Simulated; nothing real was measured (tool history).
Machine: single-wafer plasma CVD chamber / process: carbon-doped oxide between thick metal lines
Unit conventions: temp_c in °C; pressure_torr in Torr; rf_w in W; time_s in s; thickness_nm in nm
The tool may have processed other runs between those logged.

run,hour,temp_c,pressure_torr,rf_w,time_s,thickness_nm
1,0,360,5.96,445,152,660.27
2,4.7,360,5.9,430,151,633.35
3,10,360,6.31,430,151,638.98
4,11.9,360,6.29,420,151,625.87
5,16.9,360,6.29,445,151,659.29
6,18,360,5.41,445,151,647.84
7,23.3,360,5.37,435,151,635.87

Run 8, settings as shown, results not yet in. Your forecast:
8,25.6,360,5.34,425,151,?

For run 8 the tool returned thickness_nm 625.58 nm.

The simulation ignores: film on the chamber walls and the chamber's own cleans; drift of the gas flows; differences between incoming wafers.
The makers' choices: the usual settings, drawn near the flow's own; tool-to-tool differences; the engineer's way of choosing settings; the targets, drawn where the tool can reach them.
